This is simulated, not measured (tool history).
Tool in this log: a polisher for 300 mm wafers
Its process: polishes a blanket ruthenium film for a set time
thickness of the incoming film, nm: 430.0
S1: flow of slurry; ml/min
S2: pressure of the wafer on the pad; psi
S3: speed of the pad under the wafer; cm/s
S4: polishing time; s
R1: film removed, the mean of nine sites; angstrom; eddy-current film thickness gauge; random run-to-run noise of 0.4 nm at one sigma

| run | hour | S1 | S2 | S3 | S4 | R1 |
|---|---|---|---|---|---|---|
| 1 | 0 | 315 | 2.6 | 86 | 29 | 360.07 |
| 2 | 2.9 | 315 | 3.1 | 86 | 29 | 404.33 |
| 3 | 4.8 | 315 | 2.5 | 86 | 29 | 354.72 |
| 4 | 13.3 | 315 | 2.8 | 86 | 29 | 381.32 |
| 5 | 14.8 | 315 | 3 | 86 | 29 | 398.57 |
| 6 | 20.7 | 315 | 3.2 | 86 | 29 | 413.63 |
| 7 | 28.7 | 315 | 3.4 | 86 | 29 | 428.74 |
| 8 | 32.3 | 315 | 3.5 | 86 | 29 | 433.85 |
| 9 | 37.9 | 315 | 3.6 | 86 | 29 | 444.86 |

For run 10, what comes out?
| 10 | 46.5 | 315 | 3.7 | 86 | 29 | ? |

Run 10 came out at R1 449.22 angstrom.

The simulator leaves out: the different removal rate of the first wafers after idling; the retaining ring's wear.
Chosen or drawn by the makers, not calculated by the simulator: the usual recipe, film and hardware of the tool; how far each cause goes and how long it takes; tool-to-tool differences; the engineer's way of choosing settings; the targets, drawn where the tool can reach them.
